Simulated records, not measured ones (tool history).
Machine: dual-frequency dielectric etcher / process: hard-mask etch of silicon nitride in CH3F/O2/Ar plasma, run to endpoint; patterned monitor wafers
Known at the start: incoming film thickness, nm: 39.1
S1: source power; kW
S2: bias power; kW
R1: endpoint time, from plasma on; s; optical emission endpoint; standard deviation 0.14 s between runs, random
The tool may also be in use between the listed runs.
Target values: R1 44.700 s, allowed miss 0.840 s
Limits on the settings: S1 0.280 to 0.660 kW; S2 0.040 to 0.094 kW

run    day     S1     S2      R1
  1  0.000  0.470  0.067  51.963
  2  0.238  0.470  0.063  53.405
  3  0.512  0.470  0.071  51.012
  4  0.550  0.470  0.079  49.179
  5  0.679  0.480  0.079  48.946
  6  0.946  0.490  0.079  48.263
  7  1.146  0.490  0.079  48.406
  8  1.417  0.500  0.079  48.208
  9  1.642  0.510  0.079  47.641

Of the 4 settings listed for the next run, only one would bring every result within its allowed miss of target. Which one?
  A  1.867  0.450  0.069   ?
  B  1.867  0.510  0.094   ?
  C  1.867  0.550  0.077   ?
  D  1.867  0.590  0.088   ?

move      R1
   A  52.735
   B  44.942
   C  46.630
   D  43.261
A: lands further from the targets than the last run did
B: every result lands within tolerance
C: nearer than the last run, and not there yet
D: moves the result that the last run missed by most past its target, out the other side
B is the move that brings every result within its allowed miss.
